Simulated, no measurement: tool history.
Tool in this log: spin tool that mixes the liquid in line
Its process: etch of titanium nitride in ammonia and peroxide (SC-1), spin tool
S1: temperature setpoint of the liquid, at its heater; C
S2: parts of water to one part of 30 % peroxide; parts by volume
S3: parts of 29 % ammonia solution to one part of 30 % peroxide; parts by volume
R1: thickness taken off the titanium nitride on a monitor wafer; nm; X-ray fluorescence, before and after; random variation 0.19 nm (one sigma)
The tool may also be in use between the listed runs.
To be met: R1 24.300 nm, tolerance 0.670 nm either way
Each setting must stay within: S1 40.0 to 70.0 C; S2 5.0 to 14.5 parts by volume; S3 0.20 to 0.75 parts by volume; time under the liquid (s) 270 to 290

run 1 hour=0.0 | S1=56.0 S2=8.0 S3=0.45 time_under_the_liquid_(s)=270 | R1=31.516
run 2 hour=1.6 | S1=56.0 S2=8.0 S3=0.45 time_under_the_liquid_(s)=290 | R1=34.039
run 3 hour=5.4 | S1=59.0 S2=8.0 S3=0.45 time_under_the_liquid_(s)=290 | R1=41.587
run 4 hour=10.7 | S1=59.0 S2=5.5 S3=0.45 time_under_the_liquid_(s)=290 | R1=49.867
run 5 hour=17.9 | S1=56.0 S2=5.5 S3=0.45 time_under_the_liquid_(s)=290 | R1=41.201
run 6 hour=24.8 | S1=56.0 S2=5.5 S3=0.45 time_under_the_liquid_(s)=290 | R1=41.214
run 7 hour=25.5 | S1=53.5 S2=5.5 S3=0.45 time_under_the_liquid_(s)=290 | R1=35.181
run 8 hour=29.8 | S1=46.5 S2=5.5 S3=0.45 time_under_the_liquid_(s)=290 | R1=21.421
run 9 hour=38.8 | S1=47.0 S2=5.5 S3=0.45 time_under_the_liquid_(s)=290 | R1=21.932
run 10 hour=44.5 | S1=47.5 S2=5.5 S3=0.45 time_under_the_liquid_(s)=290 | R1=22.779

Which of these 5 next moves meets every target?
run A hour=50.2 | S1=46.5 S2=5.0 S3=0.40 time_under_the_liquid_(s)=290 | R1=?
run B hour=50.2 | S1=49.5 S2=8.5 S3=0.50 time_under_the_liquid_(s)=290 | R1=?
run C hour=50.2 | S1=46.5 S2=5.0 S3=0.45 time_under_the_liquid_(s)=290 | R1=?
run D hour=50.2 | S1=48.5 S2=6.5 S3=0.50 time_under_the_liquid_(s)=285 | R1=?
run E hour=50.2 | S1=49.5 S2=5.5 S3=0.45 time_under_the_liquid_(s)=270 | R1=?

move=A R1=21.702
move=B R1=21.454
move=C R1=22.115
move=D R1=22.472
move=E R1=24.329
A: misses by more than the last run did
B: misses by more than the last run did
C: misses by more than the last run did
D: misses by more than the last run did
E: all results land within tolerance of their targets
E meets every target.
